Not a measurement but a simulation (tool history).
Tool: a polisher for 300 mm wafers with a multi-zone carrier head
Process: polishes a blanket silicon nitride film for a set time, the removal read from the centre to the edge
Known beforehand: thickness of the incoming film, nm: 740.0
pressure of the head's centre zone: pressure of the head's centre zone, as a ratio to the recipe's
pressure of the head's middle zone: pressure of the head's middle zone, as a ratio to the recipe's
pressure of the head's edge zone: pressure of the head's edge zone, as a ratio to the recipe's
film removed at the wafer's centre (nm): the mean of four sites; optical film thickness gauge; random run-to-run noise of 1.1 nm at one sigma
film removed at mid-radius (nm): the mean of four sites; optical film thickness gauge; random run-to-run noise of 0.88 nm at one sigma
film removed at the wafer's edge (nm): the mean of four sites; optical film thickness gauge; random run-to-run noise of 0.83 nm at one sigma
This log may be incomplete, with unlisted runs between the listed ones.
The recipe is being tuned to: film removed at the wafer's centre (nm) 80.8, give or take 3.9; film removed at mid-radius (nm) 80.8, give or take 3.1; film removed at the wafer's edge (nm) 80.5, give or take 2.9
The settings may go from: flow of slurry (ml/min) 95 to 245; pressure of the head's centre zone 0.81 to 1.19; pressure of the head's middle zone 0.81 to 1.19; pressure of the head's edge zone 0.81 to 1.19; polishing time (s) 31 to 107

run	day	flow of slurry (ml/min)	pressure of the head's centre zone	pressure of the head's middle zone	pressure of the head's edge zone	polishing time (s)	film removed at the wafer's centre (nm)	film removed at mid-radius (nm)	film removed at the wafer's edge (nm)
1	0	155	1	1	1	69	131.17	129.61	129.24
2	0.083	150	0.99	0.98	0.97	62	117.8	114.26	117.19
3	0.275	150	0.99	0.98	0.97	50	96.029	91.901	93.356
4	0.312	150	0.99	0.98	0.97	62	116.44	115.95	115.65
5	0.629	150	0.99	0.98	0.97	52	101.56	96.44	97.222
6	0.912	150	0.99	1.05	0.97	52	98.05	99.996	97.144
7	1.204	145	0.98	1.04	0.97	49	90.747	94.811	90.526
8	1.275	140	0.98	1.02	0.97	47	85.679	87.752	88.173
9	1.642	135	0.99	1.02	0.96	46	85.176	86.485	83.197
10	1.679	130	0.99	1.01	0.96	46	84.254	83.534	84.265
11	2.029	125	0.99	1.01	0.95	46	84.687	83.514	83.545

5 next moves are on the table. One of them brings every result within its allowed miss. Which?
A	2.379	95	1.01	0.88	0.98	45	?	?	?
B	2.379	145	1.08	0.99	0.94	44	?	?	?
C	2.379	95	1.03	1.05	0.97	45	?	?	?
D	2.379	125	0.92	0.99	0.98	47	?	?	?
E	2.379	130	1.19	1.02	0.92	40	?	?	?

move	film removed at the wafer's centre (nm)	film removed at mid-radius (nm)	film removed at the wafer's edge (nm)
A	80.201	72.69	79.599
B	90.288	80.567	80.215
C	81.864	79.803	79.208
D	80.085	84.297	85.572
E	88.921	73.233	71.585
A: brings the result that was furthest off to its target, and leaves another outside
B: brings the result that was furthest off to its target, and leaves another outside
C: meets every target
D: its largest miss is bigger than the last run's
E: carries the result that was furthest off beyond its target, to the other side
The move that meets every target is C.

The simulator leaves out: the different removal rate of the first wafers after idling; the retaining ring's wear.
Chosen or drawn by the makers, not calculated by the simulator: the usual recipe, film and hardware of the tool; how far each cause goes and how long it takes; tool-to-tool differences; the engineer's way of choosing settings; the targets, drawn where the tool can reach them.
